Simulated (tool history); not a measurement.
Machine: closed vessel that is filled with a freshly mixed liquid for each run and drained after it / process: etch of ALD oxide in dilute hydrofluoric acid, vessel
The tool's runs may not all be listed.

| run | day | temperature setpoint of the liquid (C) | parts of water to one part of 49 % hydrofluoric acid (parts by volume) | time in the liquid (s) | thickness taken off the ALD oxide on a monitor wafer (angstrom) |
|---|---|---|---|---|---|
| 1 | 0.000 | 20.0 | 245 | 370 | 319.82 |
| 2 | 0.388 | 22.0 | 245 | 370 | 339.08 |
| 3 | 0.679 | 25.5 | 245 | 370 | 382.93 |
| 4 | 1.042 | 25.5 | 245 | 370 | 383.52 |
| 5 | 1.308 | 25.5 | 235 | 370 | 412.26 |
| 6 | 1.654 | 25.5 | 235 | 370 | 405.09 |
| 7 | 1.950 | 25.5 | 225 | 370 | 428.73 |
| 8 | 2.146 | 25.5 | 215 | 370 | 453.58 |
| 9 | 2.342 | 25.5 | 215 | 370 | 454.33 |
| 10 | 2.462 | 28.0 | 140 | 370 | 830.02 |
| 11 | 2.742 | 27.5 | 140 | 370 | 828.52 |
| 12 | 3.004 | 27.0 | 140 | 370 | 804.84 |

The next listed run, before its measurement:
| 13 | 3.338 | 26.5 | 140 | 370 | ? |

{"run 13": {"thickness taken off the ALD oxide on a monitor wafer (angstrom)": 802.71}}
